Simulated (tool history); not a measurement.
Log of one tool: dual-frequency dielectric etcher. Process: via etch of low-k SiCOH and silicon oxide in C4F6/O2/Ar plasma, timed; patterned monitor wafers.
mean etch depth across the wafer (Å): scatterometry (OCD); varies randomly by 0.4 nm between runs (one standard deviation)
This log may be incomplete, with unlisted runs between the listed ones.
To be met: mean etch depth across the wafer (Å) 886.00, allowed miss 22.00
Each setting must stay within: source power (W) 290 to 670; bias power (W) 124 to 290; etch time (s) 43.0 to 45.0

run  hour  source power (W)  bias power (W)  etch time (s)  mean etch depth across the wafer (Å)
  1   0.0               480             207           43.0                               1015.20
  2   1.2               480             234           43.0                               1060.50
  3   4.9               480             234           45.0                               1103.30
  4   7.7               460             225           44.5                               1060.10
  5  13.6               460             225           45.0                               1067.70
  6  20.0               460             194           45.0                               1020.50
  7  20.6               440             192           45.0                                996.20
  8  26.6               420             190           45.0                                963.39
     31.4  -- wet clean of the chamber
  9  31.4               410             189           45.0                                973.27
 10  32.5               400             187           45.0                                954.62
 11  33.8               320             177           45.0                                825.67

Consider the 5 candidate settings below. Which is the only one whose results all fall within their allowed miss of target?
  A  35.1               310             167           44.0                                     ?
  B  35.1               330             165           44.5                                     ?
  C  35.1               330             144           45.0                                     ?
  D  35.1               340             183           44.0                                     ?
  E  35.1               330             213           45.0                                     ?

move  mean etch depth across the wafer (Å)
   A                                769.98
   B                                807.95
   C                                783.54
   D                                841.07
   E                                886.89
A: further off than the last run
B: further off than the last run
C: further off than the last run
D: an improvement on the last run, though not all results are within tolerance
E: in spec on every target
The move that meets every target is E.

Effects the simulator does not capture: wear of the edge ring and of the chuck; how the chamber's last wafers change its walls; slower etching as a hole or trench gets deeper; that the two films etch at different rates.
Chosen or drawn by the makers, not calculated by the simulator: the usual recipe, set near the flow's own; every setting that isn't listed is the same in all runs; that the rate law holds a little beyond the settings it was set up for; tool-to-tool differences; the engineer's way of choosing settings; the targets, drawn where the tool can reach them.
